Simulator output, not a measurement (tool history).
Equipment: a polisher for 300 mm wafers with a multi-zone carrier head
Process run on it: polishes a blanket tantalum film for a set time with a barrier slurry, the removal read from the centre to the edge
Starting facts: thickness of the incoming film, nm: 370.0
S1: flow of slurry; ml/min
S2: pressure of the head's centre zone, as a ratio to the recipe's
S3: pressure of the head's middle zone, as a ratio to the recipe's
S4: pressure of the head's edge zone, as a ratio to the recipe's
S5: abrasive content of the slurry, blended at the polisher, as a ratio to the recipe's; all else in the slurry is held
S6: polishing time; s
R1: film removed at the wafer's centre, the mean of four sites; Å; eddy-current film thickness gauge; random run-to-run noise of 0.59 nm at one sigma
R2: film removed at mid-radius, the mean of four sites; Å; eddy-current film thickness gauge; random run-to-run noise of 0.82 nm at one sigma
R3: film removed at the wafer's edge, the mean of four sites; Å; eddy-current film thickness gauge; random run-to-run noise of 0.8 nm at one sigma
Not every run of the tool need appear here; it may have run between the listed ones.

Run 1, hour 0.0: S1 150 ml/min, S2 1.00, S3 1.00, S4 1.00, S5 1.00, S6 41 s. Result: R1 581.69 Å, R2 580.61 Å, R3 563.32 Å.
Run 2, hour 8.6: S1 160 ml/min, S2 1.01, S3 1.00, S4 1.04, S5 1.15, S6 41 s. Result: R1 615.98 Å, R2 621.84 Å, R3 607.59 Å.
Run 3, hour 16.4: S1 170 ml/min, S2 1.03, S3 0.99, S4 1.08, S5 1.20, S6 41 s. Result: R1 631.59 Å, R2 610.45 Å, R3 625.20 Å.
Run 4, hour 17.4: S1 140 ml/min, S2 1.03, S3 0.99, S4 1.08, S5 1.20, S6 41 s. Result: R1 617.44 Å, R2 590.24 Å, R3 611.54 Å.
Run 5, hour 23.5: S1 140 ml/min, S2 1.03, S3 1.05, S4 1.08, S5 1.20, S6 41 s. Result: R1 611.86 Å, R2 624.61 Å, R3 616.81 Å.
Run 6, hour 24.8: S1 140 ml/min, S2 1.03, S3 1.05, S4 1.04, S5 1.20, S6 41 s. Result: R1 617.68 Å, R2 636.85 Å, R3 602.36 Å.
Run 7, hour 32.8: S1 180 ml/min, S2 1.10, S3 1.06, S4 1.14, S5 1.45, S6 42 s. Result: R1 722.36 Å, R2 694.15 Å, R3 688.37 Å.
Run 8, hour 40.5: S1 185 ml/min, S2 1.10, S3 1.05, S4 1.15, S5 1.45, S6 42 s. Result: R1 730.42 Å, R2 693.00 Å, R3 703.51 Å.
Run 9, hour 43.5: S1 190 ml/min, S2 1.10, S3 1.05, S4 1.16, S5 1.45, S6 42 s. Result: R1 725.62 Å, R2 693.52 Å, R3 714.09 Å.

The next listed run, before its measurement:
Run 10, hour 44.7: S1 195 ml/min, S2 1.10, S3 1.05, S4 1.17, S5 1.45, S6 42 s. Result: R1 ?, R2 ?, R3 ?.

{"run 10": {"R1": 728.41, "R2": 684.64, "R3": 699.27}}
